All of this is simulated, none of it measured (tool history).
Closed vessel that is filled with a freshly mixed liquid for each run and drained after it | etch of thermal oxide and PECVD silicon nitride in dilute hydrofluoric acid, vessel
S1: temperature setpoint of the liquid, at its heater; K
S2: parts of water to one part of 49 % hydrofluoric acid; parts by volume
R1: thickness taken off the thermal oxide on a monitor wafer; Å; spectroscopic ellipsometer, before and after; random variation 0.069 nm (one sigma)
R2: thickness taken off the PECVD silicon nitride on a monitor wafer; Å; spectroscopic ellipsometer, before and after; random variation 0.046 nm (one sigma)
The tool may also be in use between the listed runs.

Run 1, hour 0.0: S1 295.15 K, S2 45 parts by volume, time in the liquid (s) 115. Result: R1 120.320 Å, R2 120.870 Å.
Run 2, hour 2.4: S1 295.65 K, S2 50 parts by volume, time in the liquid (s) 115. Result: R1 109.060 Å, R2 112.750 Å.
Run 3, hour 5.8: S1 296.15 K, S2 55 parts by volume, time in the liquid (s) 115. Result: R1 98.582 Å, R2 106.370 Å.
Run 4, hour 11.4: S1 296.15 K, S2 40 parts by volume, time in the liquid (s) 115. Result: R1 142.170 Å, R2 145.670 Å.
Run 5, hour 19.8: S1 296.15 K, S2 40 parts by volume, time in the liquid (s) 135. Result: R1 165.580 Å, R2 169.710 Å.
Run 6, hour 26.4: S1 296.15 K, S2 25 parts by volume, time in the liquid (s) 135. Result: R1 271.770 Å, R2 268.530 Å.
Run 7, hour 32.0: S1 296.65 K, S2 35 parts by volume, time in the liquid (s) 135. Result: R1 192.940 Å, R2 203.200 Å.
Run 8, hour 35.8: S1 296.65 K, S2 45 parts by volume, time in the liquid (s) 135. Result: R1 149.290 Å, R2 157.930 Å.
Run 9, hour 36.7: S1 297.15 K, S2 50 parts by volume, time in the liquid (s) 135. Result: R1 137.200 Å, R2 147.330 Å.
Run 10, hour 45.5: S1 297.15 K, S2 55 parts by volume, time in the liquid (s) 135. Result: R1 122.490 Å, R2 135.140 Å.
Run 11, hour 51.7: S1 297.15 K, S2 60 parts by volume, time in the liquid (s) 135. Result: R1 110.690 Å, R2 123.860 Å.
Run 12, hour 52.8: S1 297.15 K, S2 65 parts by volume, time in the liquid (s) 135. Result: R1 101.020 Å, R2 113.640 Å.
Run 13, hour 54.8: S1 297.65 K, S2 70 parts by volume, time in the liquid (s) 130. Result: R1 93.513 Å, R2 105.240 Å.

Run 14 comes next. What will it give?
Run 14, hour 61.7: S1 297.65 K, S2 75 parts by volume, time in the liquid (s) 125. Result: R1 ?, R2 ?.

Run 14 gave R1 82.562 Å, R2 94.715 Å.

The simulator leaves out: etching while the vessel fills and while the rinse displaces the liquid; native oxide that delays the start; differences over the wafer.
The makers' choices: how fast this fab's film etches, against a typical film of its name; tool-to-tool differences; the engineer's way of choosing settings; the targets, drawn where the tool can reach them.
